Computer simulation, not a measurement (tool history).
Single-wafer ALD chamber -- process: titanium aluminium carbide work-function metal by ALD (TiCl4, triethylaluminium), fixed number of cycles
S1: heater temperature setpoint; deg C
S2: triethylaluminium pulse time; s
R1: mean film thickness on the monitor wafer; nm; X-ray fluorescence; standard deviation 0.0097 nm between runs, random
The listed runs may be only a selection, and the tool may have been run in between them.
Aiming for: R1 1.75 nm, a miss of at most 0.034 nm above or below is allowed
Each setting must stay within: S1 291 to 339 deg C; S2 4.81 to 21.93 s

{"run": 1, "day": 0.0, "S1": 315, "S2": 13.37, "R1": 1.9691}
{"run": 2, "day": 0.246, "S1": 323, "S2": 13.37, "R1": 2.0207}
{"run": 3, "day": 0.392, "S1": 330, "S2": 13.37, "R1": 2.1044}
{"run": 4, "day": 0.6, "S1": 321, "S2": 13.37, "R1": 2.0289}
{"run": 5, "day": 0.85, "S1": 321, "S2": 11.49, "R1": 1.99}
{"run": 6, "day": 1.042, "S1": 321, "S2": 9.64, "R1": 1.9674}
{"run": 7, "day": 1.279, "S1": 315, "S2": 8.69, "R1": 1.8938}
{"run": 8, "day": 1.396, "S1": 311, "S2": 8.13, "R1": 1.8325}
{"run": 9, "day": 1.592, "S1": 309, "S2": 7.89, "R1": 1.8102}
{"run": 10, "day": 1.871, "S1": 308, "S2": 7.72, "R1": 1.7798}

Pick the move, out of 5, that brings all results within their allowed miss; only one does.
{"run": "A", "day": 2.15, "S1": 305, "S2": 6.37, "R1": "?"}
{"run": "B", "day": 2.15, "S1": 310, "S2": 8.6, "R1": "?"}
{"run": "C", "day": 2.15, "S1": 306, "S2": 9.62, "R1": "?"}
{"run": "D", "day": 2.15, "S1": 318, "S2": 8.36, "R1": "?"}
{"run": "E", "day": 2.15, "S1": 298, "S2": 9.51, "R1": "?"}

move=A R1=1.6786
move=B R1=1.8284
move=C R1=1.8209
move=D R1=1.8903
move=E R1=1.7478
A: the result that was furthest off in the last run now lies on the other side of its target
B: misses by more than the last run did
C: misses by more than the last run did
D: misses by more than the last run did
E: all results in spec
The move that meets every target is E.
